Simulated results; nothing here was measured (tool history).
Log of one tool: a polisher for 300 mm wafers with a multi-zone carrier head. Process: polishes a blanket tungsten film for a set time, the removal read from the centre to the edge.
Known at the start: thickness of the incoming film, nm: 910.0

| run | hour | flow of slurry (ml/min) | pressure of the head's centre zone | pressure of the head's middle zone | pressure of the head's edge zone | abrasive content of the slurry | polishing time (s) | film removed at the wafer's centre (nm) | film removed at mid-radius (nm) | film removed at the wafer's edge (nm) |
|---|---|---|---|---|---|---|---|---|---|---|
| 1 | 0 | 160 | 1 | 1 | 1 | 1 | 54 | 281.55 | 283.81 | 288.3 |
| 2 | 4.8 | 170 | 1.01 | 0.99 | 1.05 | 1.15 | 57 | 322.07 | 313.18 | 324.74 |
| 3 | 7.2 | 175 | 1 | 0.98 | 1.09 | 1.25 | 60 | 335.53 | 328.69 | 356.87 |
| 4 | 9 | 185 | 1.01 | 0.99 | 1.11 | 1.35 | 62 | 356.5 | 342.83 | 378.25 |
| 5 | 13.6 | 165 | 1.01 | 0.99 | 1.11 | 1.35 | 62 | 347.75 | 354.1 | 376.65 |
| 6 | 14.6 | 165 | 1.01 | 0.94 | 1.11 | 1.35 | 62 | 351.63 | 329.19 | 373.56 |
| 7 | 15.6 | 175 | 1.03 | 0.96 | 1.13 | 1.4 | 63 | 378.03 | 352.7 | 391.01 |
| 8 | 23.6 | 180 | 1.03 | 0.97 | 1.15 | 1.45 | 64 | 368.87 | 354.57 | 405.41 |
| 9 | 30.9 | 195 | 1.1 | 1.01 | 1.13 | 1.5 | 68 | 440.81 | 405.45 | 432.61 |

Run 10 comes next. What will it give?
| 10 | 33 | 195 | 1.09 | 1 | 1.14 | 1.5 | 68 | ? | ? | ? |

Run 10 gave film removed at the wafer's centre (nm) 439.97, film removed at mid-radius (nm) 412.88, film removed at the wafer's edge (nm) 431.37.

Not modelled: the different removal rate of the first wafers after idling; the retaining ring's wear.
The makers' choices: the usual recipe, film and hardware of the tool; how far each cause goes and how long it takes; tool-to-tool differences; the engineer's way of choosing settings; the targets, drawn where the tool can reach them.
